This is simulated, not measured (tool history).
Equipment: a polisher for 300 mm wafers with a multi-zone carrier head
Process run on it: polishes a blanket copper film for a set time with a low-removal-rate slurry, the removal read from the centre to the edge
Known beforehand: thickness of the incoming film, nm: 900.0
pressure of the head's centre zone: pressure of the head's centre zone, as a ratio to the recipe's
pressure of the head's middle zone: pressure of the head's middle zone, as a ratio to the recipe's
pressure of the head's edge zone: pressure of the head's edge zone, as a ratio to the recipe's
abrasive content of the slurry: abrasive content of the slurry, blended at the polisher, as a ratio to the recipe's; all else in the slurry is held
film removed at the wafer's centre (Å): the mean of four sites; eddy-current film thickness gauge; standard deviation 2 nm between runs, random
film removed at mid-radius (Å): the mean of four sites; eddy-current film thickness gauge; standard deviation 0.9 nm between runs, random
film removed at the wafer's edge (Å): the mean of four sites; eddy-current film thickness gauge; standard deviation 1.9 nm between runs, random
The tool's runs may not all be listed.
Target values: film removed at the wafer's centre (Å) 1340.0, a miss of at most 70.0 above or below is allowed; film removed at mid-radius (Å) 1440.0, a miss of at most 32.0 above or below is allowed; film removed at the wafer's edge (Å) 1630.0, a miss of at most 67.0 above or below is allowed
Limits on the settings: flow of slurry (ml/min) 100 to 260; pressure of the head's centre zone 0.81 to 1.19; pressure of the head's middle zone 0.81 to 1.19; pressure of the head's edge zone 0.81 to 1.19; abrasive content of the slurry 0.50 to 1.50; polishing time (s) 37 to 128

run	hour	flow of slurry (ml/min)	pressure of the head's centre zone	pressure of the head's middle zone	pressure of the head's edge zone	abrasive content of the slurry	polishing time (s)	film removed at the wafer's centre (Å)	film removed at mid-radius (Å)	film removed at the wafer's edge (Å)
1	0.0	165	1.00	1.00	1.00	1.00	82	1963.2	2088.7	2207.9
2	7.1	155	0.97	0.97	0.97	0.90	80	1832.5	1937.8	2093.8
3	16.1	155	1.00	0.97	0.97	0.90	80	1899.5	1916.2	1991.1
4	22.3	155	1.00	1.02	0.97	0.90	80	1872.0	2010.3	2048.0
5	30.3	145	0.96	0.99	0.95	0.80	78	1726.5	1814.4	1909.4
6	35.2	185	0.96	0.99	0.95	0.80	78	1775.0	1920.6	1964.2
7	37.7	175	0.93	0.97	0.94	0.75	76	1635.6	1788.6	1870.0
8	38.5	125	0.83	0.87	0.84	0.55	75	1316.6	1420.7	1547.3

Exactly one of the 4 candidate moves below puts every result within its allowed miss. Which one?
A	39.3	125	0.82	0.90	0.81	0.50	73	?	?	?
B	39.3	215	0.88	0.95	0.84	0.60	66	?	?	?
C	39.3	135	1.05	0.97	0.81	0.50	75	?	?	?
D	39.3	110	0.85	0.85	0.83	0.60	79	?	?	?

move	film removed at the wafer's centre (Å)	film removed at mid-radius (Å)	film removed at the wafer's edge (Å)
A	1193.7	1373.5	1472.4
B	1339.4	1494.5	1513.9
C	1563.4	1528.1	1530.8
D	1334.4	1425.6	1638.1
A: moves away from the targets compared with the last run
B: moves away from the targets compared with the last run
C: moves away from the targets compared with the last run
D: in spec on every target
D meets every target.

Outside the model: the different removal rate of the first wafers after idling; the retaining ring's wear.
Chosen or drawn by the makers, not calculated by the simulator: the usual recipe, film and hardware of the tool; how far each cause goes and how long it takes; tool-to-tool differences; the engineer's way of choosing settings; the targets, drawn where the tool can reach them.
